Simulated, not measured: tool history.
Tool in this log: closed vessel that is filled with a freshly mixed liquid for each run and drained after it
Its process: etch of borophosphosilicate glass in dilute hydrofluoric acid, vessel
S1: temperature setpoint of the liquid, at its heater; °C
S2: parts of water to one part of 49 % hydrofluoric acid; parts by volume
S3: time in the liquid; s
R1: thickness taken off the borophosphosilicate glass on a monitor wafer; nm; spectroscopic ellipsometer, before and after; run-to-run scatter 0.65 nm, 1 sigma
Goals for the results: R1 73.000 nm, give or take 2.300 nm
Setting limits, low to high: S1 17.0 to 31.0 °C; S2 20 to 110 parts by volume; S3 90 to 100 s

run,day,S1,S2,S3,R1
1,0.000,23.0,60,90,84.417
2,0.225,23.0,50,90,104.970
3,0.571,23.0,50,90,104.840
4,0.938,22.5,50,90,102.440
5,1.138,22.0,50,90,100.890
6,1.325,24.0,50,90,107.070
7,1.596,23.5,50,90,106.620
8,1.875,23.0,50,90,103.730
9,2.092,22.5,50,90,101.490
10,2.329,22.0,50,90,99.201
11,2.421,21.5,50,90,98.923
12,2.658,21.0,50,90,96.056
13,2.942,20.5,50,90,94.812
14,3.179,20.0,50,90,92.936
15,3.212,19.5,50,90,90.678
16,3.492,19.0,50,90,86.827
17,3.617,18.0,55,90,76.336

Which one of the following 4 next-run settings gets every result inside its allowed miss? There is exactly one.
A,3.742,21.0,60,90,?
B,3.742,19.0,55,90,?
C,3.742,17.0,55,90,?
D,3.742,17.0,50,90,?

move,R1
A,79.855
B,80.533
C,73.896
D,81.739
A: misses by more than the last run did
B: misses by more than the last run did
C: each result inside its tolerance
D: misses by more than the last run did
The move that meets every target is C.
